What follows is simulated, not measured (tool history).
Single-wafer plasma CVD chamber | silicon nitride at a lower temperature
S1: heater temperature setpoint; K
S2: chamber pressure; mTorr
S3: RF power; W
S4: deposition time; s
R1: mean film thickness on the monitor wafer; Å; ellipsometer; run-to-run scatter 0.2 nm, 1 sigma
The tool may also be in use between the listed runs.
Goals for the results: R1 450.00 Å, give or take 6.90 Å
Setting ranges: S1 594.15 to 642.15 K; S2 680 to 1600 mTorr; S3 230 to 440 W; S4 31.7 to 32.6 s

run,hour,S1,S2,S3,S4,R1
1,0.0,618.15,1140,335,31.7,387.36
2,8.0,618.15,1230,340,31.7,396.49
3,16.6,608.15,1230,340,31.7,401.22
4,21.5,608.15,1300,345,31.7,408.10
5,30.4,608.15,1220,345,31.7,404.81
6,36.2,608.15,1390,345,31.7,417.65
7,43.0,608.15,1580,370,31.8,458.72
8,46.3,608.15,1580,370,31.8,457.36

5 candidate next runs follow, results not yet known. Just one meets every target within its allowed miss. Identify it.
A,49.6,599.15,1590,365,32.6,?
B,49.6,609.15,1390,380,32.6,?
C,49.6,609.15,1530,355,32.6,?
D,49.6,608.15,1580,385,31.7,?
E,49.6,596.15,1390,390,32.6,?

move,R1
A,467.46
B,465.31
C,451.28
D,471.89
E,476.34
A: lands further from the targets than the last run did
B: lands further from the targets than the last run did
C: every result lands within tolerance
D: lands further from the targets than the last run did
E: lands further from the targets than the last run did
Move C is the one to make.
